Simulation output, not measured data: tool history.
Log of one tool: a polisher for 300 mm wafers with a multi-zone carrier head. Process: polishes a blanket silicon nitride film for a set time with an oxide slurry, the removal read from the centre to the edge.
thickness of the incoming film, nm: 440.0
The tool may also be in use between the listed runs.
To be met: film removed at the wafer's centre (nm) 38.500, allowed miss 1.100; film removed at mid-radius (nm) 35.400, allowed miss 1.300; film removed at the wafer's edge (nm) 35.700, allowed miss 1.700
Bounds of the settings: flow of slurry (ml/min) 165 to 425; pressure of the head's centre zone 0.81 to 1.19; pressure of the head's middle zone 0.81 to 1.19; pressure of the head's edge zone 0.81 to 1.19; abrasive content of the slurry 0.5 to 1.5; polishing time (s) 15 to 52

| run | hour | flow of slurry (ml/min) | pressure of the head's centre zone | pressure of the head's middle zone | pressure of the head's edge zone | abrasive content of the slurry | polishing time (s) | film removed at the wafer's centre (nm) | film removed at mid-radius (nm) | film removed at the wafer's edge (nm) |
|---|---|---|---|---|---|---|---|---|---|---|
| 1 | 0.0 | 275 | 1.00 | 1.00 | 1.00 | 1.0 | 33 | 26.791 | 27.508 | 26.814 |
| 2 | 2.9 | 275 | 1.00 | 1.00 | 1.00 | 1.1 | 33 | 27.932 | 28.740 | 28.421 |
| 3 | 9.1 | 285 | 1.05 | 1.02 | 1.03 | 1.2 | 33 | 30.171 | 30.393 | 29.336 |
| 4 | 17.0 | 285 | 1.07 | 1.01 | 1.05 | 1.3 | 34 | 33.195 | 31.622 | 31.798 |
| 5 | 25.2 | 285 | 1.07 | 0.94 | 1.05 | 1.3 | 34 | 33.187 | 29.633 | 31.432 |
| 6 | 27.5 | 285 | 1.07 | 0.94 | 1.00 | 1.3 | 34 | 32.915 | 29.775 | 31.506 |
| 7 | 36.5 | 305 | 1.10 | 1.00 | 1.00 | 1.5 | 35 | 36.659 | 34.676 | 33.728 |
| 8 | 41.7 | 305 | 1.10 | 1.00 | 1.02 | 1.5 | 35 | 36.732 | 34.335 | 34.316 |
| 9 | 42.5 | 305 | 1.11 | 1.00 | 1.03 | 1.5 | 35 | 36.940 | 33.997 | 34.010 |
| 10 | 43.3 | 305 | 1.11 | 1.00 | 1.04 | 1.5 | 35 | 37.228 | 33.719 | 33.374 |

Which of these 4 next moves meets every target?
| A | 44.1 | 275 | 1.09 | 0.81 | 1.19 | 1.5 | 40 | ? | ? | ? |
| B | 44.1 | 250 | 1.13 | 0.87 | 1.14 | 1.5 | 38 | ? | ? | ? |
| C | 44.1 | 385 | 1.14 | 1.11 | 0.85 | 1.3 | 35 | ? | ? | ? |
| D | 44.1 | 320 | 1.12 | 1.03 | 1.08 | 1.5 | 36 | ? | ? | ? |

| move | film removed at the wafer's centre (nm) | film removed at mid-radius (nm) | film removed at the wafer's edge (nm) |
|---|---|---|---|
| A | 41.220 | 33.666 | 41.221 |
| B | 40.095 | 33.051 | 37.934 |
| C | 37.305 | 35.615 | 29.818 |
| D | 38.859 | 35.957 | 35.651 |
A: takes the result that was furthest off past its target
B: takes the result that was furthest off past its target
C: further off than the last run
D: meets every target
Answer: D

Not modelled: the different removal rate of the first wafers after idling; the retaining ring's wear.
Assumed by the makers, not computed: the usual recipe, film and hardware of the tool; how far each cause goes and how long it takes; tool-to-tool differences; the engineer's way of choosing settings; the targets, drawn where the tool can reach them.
